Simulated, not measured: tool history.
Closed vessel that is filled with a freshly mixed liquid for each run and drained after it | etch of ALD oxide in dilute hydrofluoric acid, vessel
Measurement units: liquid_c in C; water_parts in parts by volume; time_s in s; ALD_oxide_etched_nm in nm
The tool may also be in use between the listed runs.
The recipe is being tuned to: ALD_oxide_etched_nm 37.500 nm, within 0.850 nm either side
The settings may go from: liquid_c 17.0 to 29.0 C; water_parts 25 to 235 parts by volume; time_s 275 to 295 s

{"run": 1, "hour": 0.0, "liquid_c": 21.0, "water_parts": 130, "time_s": 275, "ALD_oxide_etched_nm": 20.899}
{"run": 2, "hour": 3.1, "liquid_c": 23.5, "water_parts": 120, "time_s": 275, "ALD_oxide_etched_nm": 25.462}
{"run": 3, "hour": 9.4, "liquid_c": 25.5, "water_parts": 115, "time_s": 275, "ALD_oxide_etched_nm": 28.833}
{"run": 4, "hour": 17.8, "liquid_c": 26.5, "water_parts": 110, "time_s": 275, "ALD_oxide_etched_nm": 31.38}
{"run": 5, "hour": 19.6, "liquid_c": 27.5, "water_parts": 105, "time_s": 275, "ALD_oxide_etched_nm": 34.469}
{"run": 6, "hour": 23.6, "liquid_c": 28.0, "water_parts": 105, "time_s": 275, "ALD_oxide_etched_nm": 35.038}
{"run": 7, "hour": 25.8, "liquid_c": 28.5, "water_parts": 105, "time_s": 275, "ALD_oxide_etched_nm": 35.782}
{"run": 8, "hour": 27.8, "liquid_c": 29.0, "water_parts": 105, "time_s": 275, "ALD_oxide_etched_nm": 36.397}
{"run": 9, "hour": 34.4, "liquid_c": 29.0, "water_parts": 100, "time_s": 275, "ALD_oxide_etched_nm": 38.471}

Which of these 4 next moves meets every target?
{"run": "A", "hour": 41.0, "liquid_c": 29.0, "water_parts": 105, "time_s": 295, "ALD_oxide_etched_nm": "?"}
{"run": "B", "hour": 41.0, "liquid_c": 27.5, "water_parts": 95, "time_s": 280, "ALD_oxide_etched_nm": "?"}
{"run": "C", "hour": 41.0, "liquid_c": 28.5, "water_parts": 95, "time_s": 275, "ALD_oxide_etched_nm": "?"}
{"run": "D", "hour": 41.0, "liquid_c": 27.0, "water_parts": 95, "time_s": 275, "ALD_oxide_etched_nm": "?"}

move=A ALD_oxide_etched_nm=39.299
move=B ALD_oxide_etched_nm=39.469
move=C ALD_oxide_etched_nm=40.279
move=D ALD_oxide_etched_nm=38.023
A: its largest miss is bigger than the last run's
B: its largest miss is bigger than the last run's
C: its largest miss is bigger than the last run's
D: each result inside its tolerance
The right move is D.

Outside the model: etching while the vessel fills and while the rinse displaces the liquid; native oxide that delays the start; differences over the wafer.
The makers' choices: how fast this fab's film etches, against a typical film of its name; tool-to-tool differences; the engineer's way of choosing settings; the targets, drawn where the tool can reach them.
